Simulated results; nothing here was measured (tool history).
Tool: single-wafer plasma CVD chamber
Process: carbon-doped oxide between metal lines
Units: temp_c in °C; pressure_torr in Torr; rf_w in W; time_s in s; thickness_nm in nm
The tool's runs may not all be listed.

| run | hour | temp_c | pressure_torr | rf_w | time_s | thickness_nm |
|---|---|---|---|---|---|---|
| 1 | 0.0 | 365 | 4.71 | 670 | 21.5 | 132.42 |
| 2 | 0.8 | 363 | 4.92 | 690 | 21.5 | 137.21 |
| 3 | 1.8 | 361 | 5.15 | 700 | 21.5 | 139.63 |
| 4 | 4.8 | 360 | 5.32 | 715 | 21.5 | 142.91 |
| 5 | 13.0 | 359 | 5.47 | 725 | 21.5 | 145.47 |
| 6 | 16.3 | 359 | 5.47 | 685 | 21.5 | 139.11 |
| 7 | 22.7 | 358 | 5.57 | 700 | 21.5 | 141.98 |
| 8 | 30.0 | 357 | 5.66 | 715 | 21.5 | 145.48 |

Run 9 comes next. What will it give?
| 9 | 36.8 | 356 | 5.77 | 720 | 21.5 | ? |

thickness_nm: 147.23 nm
